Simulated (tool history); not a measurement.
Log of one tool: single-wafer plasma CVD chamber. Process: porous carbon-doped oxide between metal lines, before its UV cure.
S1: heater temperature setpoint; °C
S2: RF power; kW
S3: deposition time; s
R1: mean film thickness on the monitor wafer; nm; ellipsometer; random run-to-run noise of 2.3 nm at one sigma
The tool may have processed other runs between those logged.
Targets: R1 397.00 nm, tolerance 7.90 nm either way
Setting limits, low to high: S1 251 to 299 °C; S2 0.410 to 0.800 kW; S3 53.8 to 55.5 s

{"run": 1, "hour": 0.0, "S1": 275, "S2": 0.605, "S3": 53.8, "R1": 336.83}
{"run": 2, "hour": 7.3, "S1": 272, "S2": 0.61, "S3": 53.8, "R1": 345.96}
{"run": 3, "hour": 12.0, "S1": 269, "S2": 0.615, "S3": 53.8, "R1": 355.53}
{"run": 4, "hour": 17.8, "S1": 267, "S2": 0.615, "S3": 53.8, "R1": 361.01}
{"run": 5, "hour": 19.0, "S1": 262, "S2": 0.615, "S3": 53.8, "R1": 372.34}
{"run": 6, "hour": 22.6, "S1": 261, "S2": 0.615, "S3": 53.8, "R1": 373.86}
{"run": 7, "hour": 27.1, "S1": 260, "S2": 0.615, "S3": 53.8, "R1": 375.94}
{"run": 8, "hour": 33.6, "S1": 259, "S2": 0.615, "S3": 53.8, "R1": 381.48}
{"run": 9, "hour": 35.4, "S1": 258, "S2": 0.615, "S3": 53.8, "R1": 382.6}
{"run": 10, "hour": 42.5, "S1": 257, "S2": 0.615, "S3": 53.8, "R1": 383.49}
{"run": 11, "hour": 45.8, "S1": 256, "S2": 0.615, "S3": 53.8, "R1": 387.4}

Exactly one of the 4 candidate moves below puts every result within its allowed miss. Which one?
{"run": "A", "hour": 49.1, "S1": 254, "S2": 0.58, "S3": 53.8, "R1": "?"}
{"run": "B", "hour": 49.1, "S1": 252, "S2": 0.655, "S3": 54.5, "R1": "?"}
{"run": "C", "hour": 49.1, "S1": 258, "S2": 0.7, "S3": 55.5, "R1": "?"}
{"run": "D", "hour": 49.1, "S1": 255, "S2": 0.585, "S3": 55.5, "R1": "?"}

move=A R1=384.54
move=B R1=417.53
move=C R1=418.58
move=D R1=394.94
A: further off than the last run
B: carries the result that was furthest off beyond its target, to the other side
C: carries the result that was furthest off beyond its target, to the other side
D: all results in spec
Go with D: it meets all targets.
